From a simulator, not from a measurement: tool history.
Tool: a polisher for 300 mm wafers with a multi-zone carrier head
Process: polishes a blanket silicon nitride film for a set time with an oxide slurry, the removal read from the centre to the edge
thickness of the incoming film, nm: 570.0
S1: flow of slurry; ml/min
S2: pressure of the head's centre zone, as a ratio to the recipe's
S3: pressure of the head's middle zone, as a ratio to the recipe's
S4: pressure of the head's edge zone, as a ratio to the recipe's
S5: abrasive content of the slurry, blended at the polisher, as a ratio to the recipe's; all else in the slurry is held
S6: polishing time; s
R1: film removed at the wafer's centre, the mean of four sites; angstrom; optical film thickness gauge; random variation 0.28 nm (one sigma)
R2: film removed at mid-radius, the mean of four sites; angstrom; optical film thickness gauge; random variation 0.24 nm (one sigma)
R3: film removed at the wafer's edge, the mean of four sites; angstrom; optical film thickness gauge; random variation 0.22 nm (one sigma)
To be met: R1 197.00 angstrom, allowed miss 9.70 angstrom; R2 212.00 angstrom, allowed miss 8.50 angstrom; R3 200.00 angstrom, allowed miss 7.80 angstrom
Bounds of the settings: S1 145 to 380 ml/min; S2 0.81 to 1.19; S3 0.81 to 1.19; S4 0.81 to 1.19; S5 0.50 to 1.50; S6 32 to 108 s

{"run": 1, "day": 0.0, "S1": 245, "S2": 1.0, "S3": 1.0, "S4": 1.0, "S5": 1.0, "S6": 70, "R1": 393.9, "R2": 387.77, "R3": 405.19}
{"run": 2, "day": 0.371, "S1": 245, "S2": 1.0, "S3": 1.0, "S4": 0.93, "S5": 1.0, "S6": 70, "R1": 404.64, "R2": 389.96, "R3": 388.63}
{"run": 3, "day": 0.65, "S1": 240, "S2": 0.98, "S3": 1.0, "S4": 0.92, "S5": 0.9, "S6": 65, "R1": 339.01, "R2": 340.37, "R3": 342.73}
{"run": 4, "day": 0.946, "S1": 240, "S2": 0.98, "S3": 1.01, "S4": 0.9, "S5": 0.85, "S6": 61, "R1": 312.42, "R2": 313.45, "R3": 305.4}
{"run": 5, "day": 1.312, "S1": 240, "S2": 0.97, "S3": 1.01, "S4": 0.89, "S5": 0.8, "S6": 59, "R1": 279.13, "R2": 288.56, "R3": 284.69}
{"run": 6, "day": 1.529, "S1": 240, "S2": 0.97, "S3": 1.02, "S4": 0.88, "S5": 0.75, "S6": 57, "R1": 262.58, "R2": 267.42, "R3": 261.15}
{"run": 7, "day": 1.792, "S1": 240, "S2": 0.96, "S3": 1.03, "S4": 0.87, "S5": 0.7, "S6": 56, "R1": 241.51, "R2": 251.3, "R3": 241.11}
{"run": 8, "day": 2.15, "S1": 240, "S2": 0.95, "S3": 1.03, "S4": 0.86, "S5": 0.65, "S6": 56, "R1": 222.71, "R2": 234.95, "R3": 226.24}
{"run": 9, "day": 2.233, "S1": 240, "S2": 0.95, "S3": 1.03, "S4": 0.85, "S5": 0.65, "S6": 56, "R1": 222.46, "R2": 238.26, "R3": 222.32}

4 next moves are on the table. One of them brings every result within its allowed miss. Which?
{"run": "A", "day": 2.317, "S1": 220, "S2": 1.07, "S3": 0.89, "S4": 1.01, "S5": 0.6, "S6": 57, "R1": "?", "R2": "?", "R3": "?"}
{"run": "B", "day": 2.317, "S1": 315, "S2": 0.97, "S3": 1.09, "S4": 0.94, "S5": 0.5, "S6": 60, "R1": "?", "R2": "?", "R3": "?"}
{"run": "C", "day": 2.317, "S1": 240, "S2": 0.81, "S3": 1.04, "S4": 0.86, "S5": 0.65, "S6": 55, "R1": "?", "R2": "?", "R3": "?"}
{"run": "D", "day": 2.317, "S1": 225, "S2": 1.07, "S3": 0.88, "S4": 1.02, "S5": 0.7, "S6": 56, "R1": "?", "R2": "?", "R3": "?"}

move=A R1=242.61 R2=203.96 R3=231.51
move=B R1=199.57 R2=213.23 R3=200.46
move=C R1=191.97 R2=238.63 R3=224.80
move=D R1=272.77 R2=227.48 R3=261.29
A: brings the result that was furthest off to its target, and leaves another outside
B: meets every target
C: as far off as the last run
D: further off than the last run
The right move is B.
